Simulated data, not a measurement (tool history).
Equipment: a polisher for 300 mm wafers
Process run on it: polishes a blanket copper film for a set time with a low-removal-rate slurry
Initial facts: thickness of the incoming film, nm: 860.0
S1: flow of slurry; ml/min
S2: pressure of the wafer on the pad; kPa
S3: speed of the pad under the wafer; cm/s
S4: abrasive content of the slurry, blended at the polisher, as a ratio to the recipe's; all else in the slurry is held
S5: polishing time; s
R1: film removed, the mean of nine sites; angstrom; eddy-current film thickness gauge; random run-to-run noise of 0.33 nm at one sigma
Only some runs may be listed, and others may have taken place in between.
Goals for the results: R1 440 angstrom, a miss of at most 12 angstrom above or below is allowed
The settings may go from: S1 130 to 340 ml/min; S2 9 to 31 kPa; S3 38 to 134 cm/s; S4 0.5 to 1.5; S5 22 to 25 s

{"run": 1, "day": 0.0, "S1": 220, "S2": 20, "S3": 86, "S4": 1, "S5": 25, "R1": 663.19}
{"run": 2, "day": 0.071, "S1": 220, "S2": 20, "S3": 86, "S4": 0.8, "S5": 25, "R1": 635.95}
{"run": 3, "day": 0.2, "S1": 220, "S2": 20, "S3": 86, "S4": 0.8, "S5": 25, "R1": 625.64}
{"run": 4, "day": 0.325, "S1": 220, "S2": 15.9, "S3": 86, "S4": 0.8, "S5": 25, "R1": 541.26}
{"run": 5, "day": 0.421, "S1": 220, "S2": 15.9, "S3": 86, "S4": 0.8, "S5": 22, "R1": 474.85}
{"run": 6, "day": 0.738, "S1": 220, "S2": 18.6, "S3": 86, "S4": 0.8, "S5": 22, "R1": 528.79}
{"run": 7, "day": 0.85, "S1": 215, "S2": 17.9, "S3": 86, "S4": 0.8, "S5": 22, "R1": 511.28}
{"run": 8, "day": 1.221, "S1": 205, "S2": 17.2, "S3": 86, "S4": 0.8, "S5": 22, "R1": 501.23}
{"run": 9, "day": 1.35, "S1": 200, "S2": 16.5, "S3": 86, "S4": 0.8, "S5": 22, "R1": 478.68}
{"run": 10, "day": 1.629, "S1": 190, "S2": 16.5, "S3": 86, "S4": 0.8, "S5": 22, "R1": 478.2}

Consider the 5 candidate settings below. Which is the only one whose results all fall within their allowed miss of target?
{"run": "A", "day": 1.908, "S1": 130, "S2": 16.5, "S3": 68, "S4": 0.65, "S5": 25, "R1": "?"}
{"run": "B", "day": 1.908, "S1": 150, "S2": 16.5, "S3": 70, "S4": 0.9, "S5": 22, "R1": "?"}
{"run": "C", "day": 1.908, "S1": 210, "S2": 12.4, "S3": 88, "S4": 0.75, "S5": 23, "R1": "?"}
{"run": "D", "day": 1.908, "S1": 225, "S2": 16.5, "S3": 62, "S4": 1, "S5": 25, "R1": "?"}
{"run": "E", "day": 1.908, "S1": 220, "S2": 11.7, "S3": 80, "S4": 0.85, "S5": 24, "R1": "?"}

move=A R1=409.77
move=B R1=401.72
move=C R1=420.92
move=D R1=439.96
move=E R1=403.24
A: the result that was furthest off in the last run now lies on the other side of its target
B: the result that was furthest off in the last run now lies on the other side of its target
C: the result that was furthest off in the last run now lies on the other side of its target
D: every result within its allowed miss
E: the result that was furthest off in the last run now lies on the other side of its target
D meets every target.

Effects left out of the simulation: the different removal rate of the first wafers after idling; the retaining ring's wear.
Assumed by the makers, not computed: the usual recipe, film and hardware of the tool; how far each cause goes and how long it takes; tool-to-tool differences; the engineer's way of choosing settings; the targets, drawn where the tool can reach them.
